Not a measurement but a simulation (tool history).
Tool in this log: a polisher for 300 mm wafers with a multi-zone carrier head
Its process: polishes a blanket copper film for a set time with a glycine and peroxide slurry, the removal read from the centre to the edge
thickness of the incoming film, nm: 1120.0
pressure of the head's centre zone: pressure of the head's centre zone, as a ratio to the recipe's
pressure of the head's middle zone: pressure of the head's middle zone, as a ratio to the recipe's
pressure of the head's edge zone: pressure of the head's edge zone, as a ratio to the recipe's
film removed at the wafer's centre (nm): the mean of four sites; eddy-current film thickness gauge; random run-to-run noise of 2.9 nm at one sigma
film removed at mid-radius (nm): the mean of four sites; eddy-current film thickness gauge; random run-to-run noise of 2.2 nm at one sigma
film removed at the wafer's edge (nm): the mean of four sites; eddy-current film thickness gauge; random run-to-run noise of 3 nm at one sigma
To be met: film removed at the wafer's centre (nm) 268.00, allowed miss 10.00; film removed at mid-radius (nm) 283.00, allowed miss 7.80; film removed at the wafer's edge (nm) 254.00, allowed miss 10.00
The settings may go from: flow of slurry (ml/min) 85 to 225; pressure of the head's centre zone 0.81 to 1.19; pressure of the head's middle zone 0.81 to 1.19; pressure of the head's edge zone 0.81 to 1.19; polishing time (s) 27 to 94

run,hour,flow of slurry (ml/min),pressure of the head's centre zone,pressure of the head's middle zone,pressure of the head's edge zone,polishing time (s),film removed at the wafer's centre (nm),film removed at mid-radius (nm),film removed at the wafer's edge (nm)
1,0.0,145,1.00,1.00,1.00,60,387.80,380.93,393.18
2,1.8,145,1.00,1.01,0.97,57,367.58,368.90,358.40
3,4.0,120,1.00,1.01,0.97,57,352.84,350.27,349.51
4,5.0,120,0.99,1.01,0.95,55,335.02,338.41,336.85
5,12.5,120,0.99,1.01,0.95,48,292.60,299.02,297.01
6,13.4,120,0.99,1.01,0.90,48,292.37,299.59,285.01
7,20.1,115,0.99,1.01,0.89,48,287.03,291.34,280.11
8,22.7,110,0.99,1.02,0.88,48,290.60,291.93,281.15
9,28.8,110,0.99,1.03,0.87,47,281.22,288.58,268.83

Exercise: of the 5 proposed moves below, exactly one satisfies all targets within the stated allowed misses. Which move is it?
A,34.9,85,0.95,1.00,0.93,52,?,?,?
B,34.9,115,1.02,1.01,0.81,46,?,?,?
C,34.9,85,1.13,1.04,0.87,49,?,?,?
D,34.9,115,1.14,1.13,0.81,42,?,?,?
E,34.9,130,0.96,1.03,0.82,44,?,?,?

move,film removed at the wafer's centre (nm),film removed at mid-radius (nm),film removed at the wafer's edge (nm)
A,276.53,294.78,298.54
B,286.85,283.23,261.26
C,310.42,284.97,272.73
D,293.15,279.08,238.23
E,265.91,281.86,255.81
A: the biggest miss grows against the last run
B: brings the last run's worst result on target, with another outside its allowed miss
C: the biggest miss grows against the last run
D: pushes the last run's worst result past its target
E: hits every target within its allowed miss
The move that meets every target is E.

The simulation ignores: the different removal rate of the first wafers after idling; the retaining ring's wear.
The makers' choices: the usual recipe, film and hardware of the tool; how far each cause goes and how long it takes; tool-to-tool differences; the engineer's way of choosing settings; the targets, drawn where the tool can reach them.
